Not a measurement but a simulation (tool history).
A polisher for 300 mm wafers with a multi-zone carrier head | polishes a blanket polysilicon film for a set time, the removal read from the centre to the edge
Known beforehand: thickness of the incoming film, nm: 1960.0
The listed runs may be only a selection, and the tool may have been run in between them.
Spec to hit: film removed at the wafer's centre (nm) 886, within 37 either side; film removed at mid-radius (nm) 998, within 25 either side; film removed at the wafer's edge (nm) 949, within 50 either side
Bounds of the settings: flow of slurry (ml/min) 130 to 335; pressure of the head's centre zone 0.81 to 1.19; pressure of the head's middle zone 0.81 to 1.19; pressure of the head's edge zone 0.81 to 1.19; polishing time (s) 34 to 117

| run | hour | flow of slurry (ml/min) | pressure of the head's centre zone | pressure of the head's middle zone | pressure of the head's edge zone | polishing time (s) | film removed at the wafer's centre (nm) | film removed at mid-radius (nm) | film removed at the wafer's edge (nm) |
|---|---|---|---|---|---|---|---|---|---|
| 1 | 0 | 215 | 1 | 1 | 1 | 75 | 716.74 | 705.23 | 735.42 |
| 2 | 4.2 | 225 | 1 | 1.03 | 1.03 | 77 | 752.17 | 745.71 | 741.42 |
| 3 | 9 | 220 | 0.98 | 1.04 | 1.03 | 81 | 749.9 | 786.51 | 768.15 |
| 4 | 11.5 | 220 | 0.98 | 0.96 | 1.03 | 81 | 738.19 | 728.81 | 793.96 |
| 5 | 13.7 | 215 | 0.97 | 0.98 | 1.03 | 85 | 773.74 | 784.85 | 830.74 |
| 6 | 22.7 | 215 | 1.03 | 0.98 | 1.03 | 85 | 835.48 | 797.28 | 821.75 |
| 7 | 25.8 | 215 | 1.01 | 0.99 | 1.03 | 88 | 860.27 | 826.08 | 858.31 |
| 8 | 30.4 | 215 | 0.99 | 1.01 | 1.03 | 90 | 851.35 | 856.22 | 880.65 |
| 9 | 36.5 | 220 | 0.98 | 1.03 | 1.03 | 91 | 853.03 | 886.28 | 870.26 |
| 10 | 37.4 | 220 | 0.97 | 1.04 | 1.03 | 93 | 845.64 | 906.53 | 910.19 |
| 11 | 41 | 225 | 0.97 | 1.05 | 1.03 | 94 | 874.84 | 921.98 | 914.17 |
| 12 | 43.7 | 225 | 0.96 | 1.06 | 1.03 | 95 | 882.37 | 942.88 | 952.25 |
| 13 | 49.8 | 225 | 0.96 | 1.08 | 1.03 | 95 | 859.71 | 964.35 | 957.19 |
| 14 | 53.4 | 230 | 0.97 | 1.09 | 1.03 | 95 | 896.46 | 969.3 | 921.06 |

Consider the 5 candidate settings below. Which is the only one whose results all fall within their allowed miss of target?
| A | 57 | 215 | 0.96 | 1.12 | 1.06 | 97 | ? | ? | ? |
| B | 57 | 240 | 0.97 | 1.03 | 1.08 | 95 | ? | ? | ? |
| C | 57 | 240 | 0.93 | 1.15 | 1.03 | 97 | ? | ? | ? |
| D | 57 | 225 | 0.97 | 1.11 | 1 | 90 | ? | ? | ? |
| E | 57 | 240 | 0.88 | 1.11 | 0.99 | 96 | ? | ? | ? |

| move | film removed at the wafer's centre (nm) | film removed at mid-radius (nm) | film removed at the wafer's edge (nm) |
|---|---|---|---|
| A | 891.34 | 1014.7 | 953.52 |
| B | 896.68 | 939.38 | 954.6 |
| C | 878.24 | 1054.2 | 950.56 |
| D | 841.76 | 940.43 | 864.17 |
| E | 821.84 | 1012.4 | 923.37 |
A: in spec on every target
B: moves away from the targets compared with the last run
C: moves the result that the last run missed by most past its target, out the other side
D: moves away from the targets compared with the last run
E: brings the result that was furthest off to its target, and leaves another outside
A is the move that brings every result within its allowed miss.
